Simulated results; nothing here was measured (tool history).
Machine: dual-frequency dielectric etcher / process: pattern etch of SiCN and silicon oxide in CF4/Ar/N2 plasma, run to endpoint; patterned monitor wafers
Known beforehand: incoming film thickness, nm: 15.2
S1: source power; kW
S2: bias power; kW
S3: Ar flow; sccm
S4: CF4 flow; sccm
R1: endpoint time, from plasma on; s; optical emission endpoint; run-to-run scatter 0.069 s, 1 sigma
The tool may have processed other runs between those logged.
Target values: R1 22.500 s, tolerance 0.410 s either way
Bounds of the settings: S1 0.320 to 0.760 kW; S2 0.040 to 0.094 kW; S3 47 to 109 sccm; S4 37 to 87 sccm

run 1 day=0.000 | S1=0.540 S2=0.067 S3=78 S4=62 | R1=14.919
run 2 day=0.121 | S1=0.540 S2=0.073 S3=78 S4=62 | R1=14.747
run 3 day=0.350 | S1=0.630 S2=0.073 S3=78 S4=62 | R1=12.552
run 4 day=0.396 | S1=0.630 S2=0.080 S3=78 S4=62 | R1=12.290
run 5 day=0.688 | S1=0.560 S2=0.076 S3=80 S4=61 | R1=14.091
run 6 day=0.792 | S1=0.510 S2=0.073 S3=82 S4=60 | R1=15.872
run 7 day=1.083 | S1=0.470 S2=0.072 S3=82 S4=60 | R1=17.240
run 8 day=1.121 | S1=0.360 S2=0.071 S3=82 S4=60 | R1=23.136

Exactly one of the 5 candidate moves below puts every result within its allowed miss. Which one?
run A day=1.158 | S1=0.350 S2=0.080 S3=84 S4=55 | R1=?
run B day=1.158 | S1=0.350 S2=0.067 S3=76 S4=58 | R1=?
run C day=1.158 | S1=0.360 S2=0.071 S3=76 S4=65 | R1=?
run D day=1.158 | S1=0.380 S2=0.072 S3=79 S4=55 | R1=?
run E day=1.158 | S1=0.350 S2=0.065 S3=80 S4=72 | R1=?

move=A R1=23.488
move=B R1=24.019
move=C R1=22.557
move=D R1=21.832
move=E R1=23.641
A: moves away from the targets compared with the last run
B: moves away from the targets compared with the last run
C: every result lands within tolerance
D: the result that was furthest off in the last run now lies on the other side of its target
E: moves away from the targets compared with the last run
Move C is the one to make.
